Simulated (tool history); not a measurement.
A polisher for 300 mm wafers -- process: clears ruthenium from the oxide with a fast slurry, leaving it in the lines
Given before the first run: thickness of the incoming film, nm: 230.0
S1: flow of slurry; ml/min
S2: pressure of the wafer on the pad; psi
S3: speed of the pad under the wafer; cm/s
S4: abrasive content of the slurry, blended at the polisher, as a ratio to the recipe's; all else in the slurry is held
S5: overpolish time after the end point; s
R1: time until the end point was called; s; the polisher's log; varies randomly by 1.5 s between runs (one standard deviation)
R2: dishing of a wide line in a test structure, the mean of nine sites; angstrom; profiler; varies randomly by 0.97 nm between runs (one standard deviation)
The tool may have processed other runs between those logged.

Run 1, hour 0: S1 245 ml/min, S2 1.6 psi, S3 110 cm/s, S4 1, S5 22 s. Result: R1 71.12 s, R2 578.64 angstrom.
Run 2, hour 6.9: S1 245 ml/min, S2 1.5 psi, S3 110 cm/s, S4 1, S5 24 s. Result: R1 78.989 s, R2 602.19 angstrom.
Run 3, hour 11.7: S1 245 ml/min, S2 1.5 psi, S3 134 cm/s, S4 1, S5 24 s. Result: R1 62.5 s, R2 693.3 angstrom.
Run 4, hour 15.1: S1 245 ml/min, S2 1.5 psi, S3 134 cm/s, S4 0.85, S5 24 s. Result: R1 66.199 s, R2 682.81 angstrom.
Run 5, hour 18.5: S1 245 ml/min, S2 1.5 psi, S3 134 cm/s, S4 0.85, S5 15 s. Result: R1 66.647 s, R2 440.08 angstrom.
Run 6, hour 25.2: S1 245 ml/min, S2 1.2 psi, S3 134 cm/s, S4 0.85, S5 15 s. Result: R1 81.567 s, R2 377.8 angstrom.
Run 7, hour 27.6: S1 245 ml/min, S2 1.1 psi, S3 134 cm/s, S4 0.85, S5 18 s. Result: R1 89.164 s, R2 407.34 angstrom.
Run 8, hour 33.8: S1 245 ml/min, S2 1.1 psi, S3 134 cm/s, S4 0.85, S5 20 s. Result: R1 89.907 s, R2 439.63 angstrom.
Run 9, hour 35.6: S1 245 ml/min, S2 1.1 psi, S3 134 cm/s, S4 0.85, S5 22 s. Result: R1 90.536 s, R2 478.81 angstrom.
Run 10, hour 36.4: S1 245 ml/min, S2 1.1 psi, S3 134 cm/s, S4 0.85, S5 23 s. Result: R1 89.915 s, R2 487.18 angstrom.
Run 11, hour 44.8: S1 245 ml/min, S2 1.1 psi, S3 134 cm/s, S4 0.85, S5 25 s. Result: R1 89.686 s, R2 548.31 angstrom.
Run 12, hour 52.6: S1 245 ml/min, S2 1.1 psi, S3 134 cm/s, S4 0.85, S5 26 s. Result: R1 87.704 s, R2 566.64 angstrom.

Expected results for the next run?
Run 13, hour 58.6: S1 245 ml/min, S2 1.1 psi, S3 134 cm/s, S4 0.85, S5 27 s. Result: R1 ?, R2 ?.

R1: 89.993 s
R2: 573.36 angstrom
